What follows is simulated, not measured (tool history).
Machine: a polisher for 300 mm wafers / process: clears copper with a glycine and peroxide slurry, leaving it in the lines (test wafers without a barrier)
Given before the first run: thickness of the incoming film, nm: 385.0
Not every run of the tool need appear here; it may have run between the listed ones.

run,day,flow of slurry (ml/min),pressure of the wafer on the pad (kPa),speed of the pad under the wafer (m/s),overpolish time after the end point (s),time until the end point was called (s),dishing of a wide line in a test structure (angstrom)
1,0,275,18.6,0.98,18,86.994,481.37
2,0.358,270,16.5,0.9,17,105.06,405.98
3,0.488,270,16.5,0.74,17,118.89,366.32
4,0.583,215,16.5,0.74,17,121.66,353.72
# day 0.838: worn pad replaced by a new one
5,0.838,215,15.2,0.72,17,116.89,375.24
6,1.188,235,13.8,0.66,16,127.09,328.35
7,1.396,220,12.4,0.62,16,147.87,290.27

Run 8 comes next. What will it give?
8,1.442,220,11.7,0.6,16,?,?

time until the end point was called (s): 151.15
dishing of a wide line in a test structure (angstrom): 286.65

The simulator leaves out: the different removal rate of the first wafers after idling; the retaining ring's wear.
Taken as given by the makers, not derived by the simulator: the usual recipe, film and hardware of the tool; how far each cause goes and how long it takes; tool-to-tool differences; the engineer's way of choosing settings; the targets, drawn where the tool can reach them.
